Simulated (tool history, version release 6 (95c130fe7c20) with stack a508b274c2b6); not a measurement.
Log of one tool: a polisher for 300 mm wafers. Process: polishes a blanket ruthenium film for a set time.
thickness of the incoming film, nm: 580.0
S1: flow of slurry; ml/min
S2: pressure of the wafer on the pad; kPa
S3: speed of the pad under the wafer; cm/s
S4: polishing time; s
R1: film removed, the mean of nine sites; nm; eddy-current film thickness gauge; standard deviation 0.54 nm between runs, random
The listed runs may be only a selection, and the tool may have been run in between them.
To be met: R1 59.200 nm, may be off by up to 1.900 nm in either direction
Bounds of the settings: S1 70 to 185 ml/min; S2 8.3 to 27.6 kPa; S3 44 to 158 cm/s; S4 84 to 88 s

run,hour,S1,S2,S3,S4,R1
1,0.0,120,17.9,100,84,124.320
2,2.2,90,17.9,100,84,115.710
3,3.8,70,17.9,100,84,107.460
4,10.2,70,15.2,98,84,91.357
5,11.7,70,15.2,98,84,91.296
6,18.4,70,15.2,98,84,91.673
7,23.9,70,13.1,96,84,79.595
8,25.9,70,11.7,96,84,73.520
9,32.9,70,11.0,96,84,69.265
10,34.7,70,10.3,96,84,66.857
11,35.2,70,9.7,96,84,61.448

5 next moves are on the table. One of them brings every result within its allowed miss. Which?
A,35.7,70,10.3,92,86,?
B,35.7,90,8.3,98,88,?
C,35.7,70,9.7,88,86,?
D,35.7,70,9.7,96,88,?
E,35.7,70,10.3,92,84,?

move,R1
A,66.644
B,65.525
C,60.808
D,67.031
E,65.094
A: its largest miss is bigger than the last run's
B: its largest miss is bigger than the last run's
C: every result within its allowed miss
D: its largest miss is bigger than the last run's
E: its largest miss is bigger than the last run's
C is the move that brings every result within its allowed miss.

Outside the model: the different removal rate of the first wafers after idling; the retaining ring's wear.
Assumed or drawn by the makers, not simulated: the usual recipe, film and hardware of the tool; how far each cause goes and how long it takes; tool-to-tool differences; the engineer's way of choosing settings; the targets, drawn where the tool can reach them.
